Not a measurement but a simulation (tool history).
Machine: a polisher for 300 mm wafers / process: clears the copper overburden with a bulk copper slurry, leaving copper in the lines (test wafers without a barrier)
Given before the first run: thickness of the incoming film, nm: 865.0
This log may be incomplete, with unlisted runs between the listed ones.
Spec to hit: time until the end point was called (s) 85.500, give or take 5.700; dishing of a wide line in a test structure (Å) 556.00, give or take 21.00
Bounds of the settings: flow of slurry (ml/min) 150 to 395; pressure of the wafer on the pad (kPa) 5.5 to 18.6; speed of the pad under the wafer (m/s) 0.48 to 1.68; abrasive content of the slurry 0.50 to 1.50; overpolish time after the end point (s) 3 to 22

run  hour  flow of slurry (ml/min)  pressure of the wafer on the pad (kPa)  speed of the pad under the wafer (m/s)  abrasive content of the slurry  overpolish time after the end point (s)  time until the end point was called (s)  dishing of a wide line in a test structure (Å)
  1   0.0                      250                                    11.7                                    1.08                            1.00                                       11                                  145.750                                          453.06
  2   1.0                      250                                    13.1                                    1.08                            1.00                                       10                                  137.970                                          453.69
  3   7.4                      250                                    13.1                                    1.08                            1.10                                       10                                  129.940                                          461.06
  4  14.8                      250                                    15.2                                    1.08                            1.10                                       10                                  118.090                                          525.85
  5  20.7                      255                                    15.9                                    1.10                            1.15                                        9                                  109.350                                          521.21
  6  21.8                      260                                    16.5                                    1.12                            1.15                                        9                                   97.071                                          539.41
  7  25.2                      275                                    17.9                                    1.12                            1.15                                        8                                   94.300                                          533.03
  8  30.9                      270                                    18.6                                    1.20                            1.15                                        7                                   84.116                                          508.79

Next run, 5 choices. One meets every target within its allowed miss, the rest don't. Which?
  A  36.6                      260                                    18.6                                    1.14                            1.25                                        8                                        ?                                               ?
  B  36.6                      215                                    17.2                                    1.16                            1.15                                        8                                        ?                                               ?
  C  36.6                      200                                    16.5                                    1.16                            1.20                                       10                                        ?                                               ?
  D  36.6                      275                                    17.9                                    1.06                            1.10                                        9                                        ?                                               ?
  E  36.6                      265                                    17.2                                    1.28                            1.05                                        7                                        ?                                               ?

move  time until the end point was called (s)  dishing of a wide line in a test structure (Å)
   A                                   89.031                                          559.32
   B                                   98.063                                          515.79
   C                                  102.420                                          591.14
   D                                  100.390                                          556.92
   E                                   88.374                                          503.80
A: meets every target
B: about as far from the targets as the last run
C: the result that was furthest off in the last run now lies on the other side of its target
D: gets the furthest-off result to its target, but another result is out of tolerance
E: misses by more than the last run did
Move A is the one to make.

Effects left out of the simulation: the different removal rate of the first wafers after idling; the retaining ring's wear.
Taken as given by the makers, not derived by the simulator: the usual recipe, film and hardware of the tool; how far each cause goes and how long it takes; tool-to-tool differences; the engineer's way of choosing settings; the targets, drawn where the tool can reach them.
